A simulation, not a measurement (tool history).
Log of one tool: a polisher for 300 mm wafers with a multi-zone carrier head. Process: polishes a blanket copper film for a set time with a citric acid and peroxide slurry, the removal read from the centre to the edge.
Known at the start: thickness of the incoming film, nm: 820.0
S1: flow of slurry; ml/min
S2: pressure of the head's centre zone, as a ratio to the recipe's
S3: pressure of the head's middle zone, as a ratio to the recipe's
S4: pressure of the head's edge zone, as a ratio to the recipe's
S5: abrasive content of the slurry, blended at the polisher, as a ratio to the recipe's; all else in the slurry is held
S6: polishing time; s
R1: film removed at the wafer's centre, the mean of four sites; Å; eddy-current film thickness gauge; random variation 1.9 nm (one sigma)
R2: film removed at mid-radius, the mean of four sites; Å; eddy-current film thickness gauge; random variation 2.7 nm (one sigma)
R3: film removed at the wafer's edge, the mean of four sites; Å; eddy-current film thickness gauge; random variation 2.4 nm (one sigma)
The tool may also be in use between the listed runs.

run  hour   S1    S2    S3    S4    S5  S6      R1      R2      R3
  1     0  310     1     1     1     1  76  1701.8  1749.8  1649.9
  2   5.9  310     1     1  1.07     1  76  1673.1  1734.9  1769.9
  3    12  315  1.01  1.03   1.1  1.15  78    1768  1885.2  1871.2
  4  13.7  320  1.01  1.03  1.13  1.25  81  1920.6  1985.1  2031.9
  5  20.2  320  1.01  0.99  1.13  1.25  81  1914.1  1956.4  2033.9
  6  28.2  320  1.01  0.93  1.13  1.25  81    1917  1880.3  1961.8
  7  29.1  315     1  0.96  1.15   1.3  82  1917.1  1929.7  2061.3
  8  30.6  325  0.99  0.99  1.16  1.35  83  1949.9  2044.1  2101.2
  9  32.3  300  0.99     1  1.17  1.35  85  1991.7  2105.3  2203.5

Run 10 comes next. What will it give?
 10  37.5  295  0.99   1  1.18  1.35  85   ?   ?   ?

Run 10 gave R1 1951 Å, R2 2082.7 Å, R3 2176.5 Å.
